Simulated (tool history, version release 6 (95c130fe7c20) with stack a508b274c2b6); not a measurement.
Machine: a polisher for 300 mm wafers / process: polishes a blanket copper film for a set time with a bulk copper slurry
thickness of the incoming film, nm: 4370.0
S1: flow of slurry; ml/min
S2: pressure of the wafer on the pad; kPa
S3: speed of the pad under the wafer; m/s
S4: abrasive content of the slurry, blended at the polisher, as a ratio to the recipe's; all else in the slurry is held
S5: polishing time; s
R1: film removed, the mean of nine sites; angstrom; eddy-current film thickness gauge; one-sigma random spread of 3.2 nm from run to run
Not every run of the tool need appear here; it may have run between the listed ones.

| run | hour | S1 | S2 | S3 | S4 | S5 | R1 |
|---|---|---|---|---|---|---|---|
| 1 | 0 | 185 | 24.1 | 1.38 | 1 | 27 | 4029.3 |
| 2 | 1.3 | 185 | 21.4 | 1.36 | 1 | 27 | 3406.7 |
| 3 | 2.8 | 185 | 21.4 | 1.6 | 1 | 27 | 4109.8 |
| 4 | 11.3 | 185 | 18.6 | 1.56 | 1 | 27 | 3483.6 |
| 5 | 17.9 | 185 | 16.5 | 1.54 | 1 | 27 | 3086.8 |
| 6 | 21.3 | 185 | 15.2 | 1.52 | 1 | 27 | 2808.4 |
| 7 | 29.1 | 185 | 14.5 | 1.52 | 1 | 27 | 2677 |

The next listed run, before its measurement:
| 8 | 29.9 | 185 | 13.8 | 1.52 | 1 | 27 | ? |

{"run 8": {"R1": 2548.7}}
